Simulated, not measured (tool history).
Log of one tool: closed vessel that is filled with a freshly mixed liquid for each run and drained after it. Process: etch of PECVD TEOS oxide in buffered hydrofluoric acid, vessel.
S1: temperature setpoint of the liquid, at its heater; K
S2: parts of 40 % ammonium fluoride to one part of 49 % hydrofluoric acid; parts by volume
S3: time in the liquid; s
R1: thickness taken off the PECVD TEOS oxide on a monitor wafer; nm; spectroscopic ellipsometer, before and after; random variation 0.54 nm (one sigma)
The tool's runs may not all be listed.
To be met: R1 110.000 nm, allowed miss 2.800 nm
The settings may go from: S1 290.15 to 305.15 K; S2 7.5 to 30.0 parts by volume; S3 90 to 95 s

Run 1, hour 0.0: S1 297.15 K, S2 21.0 parts by volume, S3 90 s. Result: R1 88.908 nm.
Run 2, hour 1.8: S1 297.15 K, S2 21.0 parts by volume, S3 90 s. Result: R1 88.108 nm.
Run 3, hour 7.6: S1 297.15 K, S2 17.5 parts by volume, S3 90 s. Result: R1 103.800 nm.
Run 4, hour 15.0: S1 297.15 K, S2 11.5 parts by volume, S3 90 s. Result: R1 156.420 nm.
Run 5, hour 18.7: S1 296.65 K, S2 11.5 parts by volume, S3 90 s. Result: R1 151.750 nm.
Run 6, hour 20.1: S1 296.65 K, S2 11.5 parts by volume, S3 95 s. Result: R1 161.100 nm.
Run 7, hour 23.6: S1 296.15 K, S2 11.5 parts by volume, S3 95 s. Result: R1 156.250 nm.
Run 8, hour 27.0: S1 295.65 K, S2 11.5 parts by volume, S3 95 s. Result: R1 151.570 nm.

4 next moves are on the table. One of them brings every result within its allowed miss. Which?
Run A, hour 30.4: S1 296.15 K, S2 15.5 parts by volume, S3 90 s. Result: R1 ?.
Run B, hour 30.4: S1 297.65 K, S2 11.5 parts by volume, S3 95 s. Result: R1 ?.
Run C, hour 30.4: S1 298.15 K, S2 10.5 parts by volume, S3 90 s. Result: R1 ?.
Run D, hour 30.4: S1 298.65 K, S2 8.5 parts by volume, S3 95 s. Result: R1 ?.

move       R1
   A  111.100
   B  170.560
   C  181.420
   D  234.550
A: meets every target
B: further off than the last run
C: further off than the last run
D: further off than the last run
Move A is the one to make.

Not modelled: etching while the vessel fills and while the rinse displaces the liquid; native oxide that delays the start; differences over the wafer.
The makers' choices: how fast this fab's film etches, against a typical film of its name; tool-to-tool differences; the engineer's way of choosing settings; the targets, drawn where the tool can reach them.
